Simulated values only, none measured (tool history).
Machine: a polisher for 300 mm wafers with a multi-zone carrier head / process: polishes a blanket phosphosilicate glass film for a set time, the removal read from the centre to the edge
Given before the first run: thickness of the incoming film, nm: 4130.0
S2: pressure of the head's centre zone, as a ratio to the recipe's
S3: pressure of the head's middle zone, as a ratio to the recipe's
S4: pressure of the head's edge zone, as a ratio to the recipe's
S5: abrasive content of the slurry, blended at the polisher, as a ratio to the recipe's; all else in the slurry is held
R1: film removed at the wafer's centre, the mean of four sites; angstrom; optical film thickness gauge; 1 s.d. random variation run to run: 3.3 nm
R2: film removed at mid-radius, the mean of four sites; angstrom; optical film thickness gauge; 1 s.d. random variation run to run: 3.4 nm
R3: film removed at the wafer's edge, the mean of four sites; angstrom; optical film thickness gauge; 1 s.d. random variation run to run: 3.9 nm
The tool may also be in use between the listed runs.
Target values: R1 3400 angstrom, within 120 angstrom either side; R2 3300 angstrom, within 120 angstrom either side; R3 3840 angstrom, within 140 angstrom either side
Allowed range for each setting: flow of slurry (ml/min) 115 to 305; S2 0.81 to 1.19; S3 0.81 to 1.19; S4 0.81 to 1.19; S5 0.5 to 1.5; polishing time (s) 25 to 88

{"run": 1, "day": 0.0, "flow of slurry (ml/min)": 195, "S2": 1, "S3": 1, "S4": 1, "S5": 1, "polishing time (s)": 56, "R1": 5154.1, "R2": 4916.5, "R3": 5288.1}
{"run": 2, "day": 0.062, "flow of slurry (ml/min)": 185, "S2": 0.96, "S3": 0.96, "S4": 0.97, "S5": 0.85, "polishing time (s)": 56, "R1": 4401.6, "R2": 4223.7, "R3": 4598}
{"run": 3, "day": 0.321, "flow of slurry (ml/min)": 185, "S2": 0.96, "S3": 0.96, "S4": 0.93, "S5": 0.85, "polishing time (s)": 56, "R1": 4449.1, "R2": 4223.6, "R3": 4464.2}
{"run": 4, "day": 0.538, "flow of slurry (ml/min)": 175, "S2": 0.92, "S3": 0.92, "S4": 0.92, "S5": 0.85, "polishing time (s)": 56, "R1": 4230.4, "R2": 4140.5, "R3": 4471.9}
{"run": 5, "day": 0.871, "flow of slurry (ml/min)": 165, "S2": 0.9, "S3": 0.89, "S4": 0.92, "S5": 0.8, "polishing time (s)": 56, "R1": 3927.4, "R2": 3778.1, "R3": 4280.5}
{"run": 6, "day": 1.0, "flow of slurry (ml/min)": 165, "S2": 0.93, "S3": 0.89, "S4": 0.92, "S5": 0.8, "polishing time (s)": 56, "R1": 4014, "R2": 3856.6, "R3": 4254.6}
{"run": 7, "day": 1.3, "flow of slurry (ml/min)": 160, "S2": 0.92, "S3": 0.87, "S4": 0.92, "S5": 0.75, "polishing time (s)": 56, "R1": 3816.7, "R2": 3549.8, "R3": 4021.3}
{"run": 8, "day": 1.583, "flow of slurry (ml/min)": 150, "S2": 0.9, "S3": 0.86, "S4": 0.92, "S5": 0.75, "polishing time (s)": 56, "R1": 3707.4, "R2": 3505.2, "R3": 3987.1}
{"day": 1.817, "done": "slurry nozzle cleaned"}
{"run": 9, "day": 1.817, "flow of slurry (ml/min)": 145, "S2": 0.89, "S3": 0.85, "S4": 0.92, "S5": 0.75, "polishing time (s)": 56, "R1": 3686, "R2": 3523.6, "R3": 4024.3}
{"run": 10, "day": 1.975, "flow of slurry (ml/min)": 145, "S2": 0.89, "S3": 0.85, "S4": 0.92, "S5": 0.75, "polishing time (s)": 56, "R1": 3777.3, "R2": 3505.6, "R3": 4072.1}
{"run": 11, "day": 2.138, "flow of slurry (ml/min)": 145, "S2": 0.87, "S3": 0.84, "S4": 0.91, "S5": 0.75, "polishing time (s)": 56, "R1": 3627.6, "R2": 3507.8, "R3": 4137.3}
{"run": 12, "day": 2.275, "flow of slurry (ml/min)": 140, "S2": 0.87, "S3": 0.84, "S4": 0.9, "S5": 0.75, "polishing time (s)": 56, "R1": 3656.3, "R2": 3486.9, "R3": 3977.1}
{"run": 13, "day": 2.471, "flow of slurry (ml/min)": 135, "S2": 0.86, "S3": 0.83, "S4": 0.9, "S5": 0.75, "polishing time (s)": 56, "R1": 3556.6, "R2": 3390.3, "R3": 3956.1}
{"run": 14, "day": 2.729, "flow of slurry (ml/min)": 130, "S2": 0.85, "S3": 0.83, "S4": 0.89, "S5": 0.75, "polishing time (s)": 56, "R1": 3512.9, "R2": 3377.1, "R3": 3980}
{"run": 15, "day": 3.021, "flow of slurry (ml/min)": 130, "S2": 0.85, "S3": 0.83, "S4": 0.88, "S5": 0.75, "polishing time (s)": 56, "R1": 3564.9, "R2": 3412.9, "R3": 3942.8}

Which of these 5 next moves meets every target?
{"run": "A", "day": 3.312, "flow of slurry (ml/min)": 135, "S2": 0.85, "S3": 0.83, "S4": 0.89, "S5": 0.55, "polishing time (s)": 72, "R1": "?", "R2": "?", "R3": "?"}
{"run": "B", "day": 3.312, "flow of slurry (ml/min)": 125, "S2": 0.87, "S3": 0.83, "S4": 0.81, "S5": 0.8, "polishing time (s)": 56, "R1": "?", "R2": "?", "R3": "?"}
{"run": "C", "day": 3.312, "flow of slurry (ml/min)": 130, "S2": 0.9, "S3": 0.81, "S4": 0.91, "S5": 0.7, "polishing time (s)": 59, "R1": "?", "R2": "?", "R3": "?"}
{"run": "D", "day": 3.312, "flow of slurry (ml/min)": 145, "S2": 0.92, "S3": 0.83, "S4": 0.91, "S5": 0.6, "polishing time (s)": 64, "R1": "?", "R2": "?", "R3": "?"}
{"run": "E", "day": 3.312, "flow of slurry (ml/min)": 140, "S2": 0.84, "S3": 0.86, "S4": 0.86, "S5": 0.75, "polishing time (s)": 58, "R1": "?", "R2": "?", "R3": "?"}

move=A R1=3488.3 R2=3293 R3=3829.2
move=B R1=3852.9 R2=3565.8 R3=3985.8
move=C R1=3786.9 R2=3329.3 R3=3996.8
move=D R1=3687.5 R2=3235.8 R3=3793.8
move=E R1=3737.5 R2=3669.1 R3=4073.2
A: hits every target within its allowed miss
B: moves away from the targets compared with the last run
C: moves away from the targets compared with the last run
D: moves away from the targets compared with the last run
E: moves away from the targets compared with the last run
Go with A: it meets all targets.
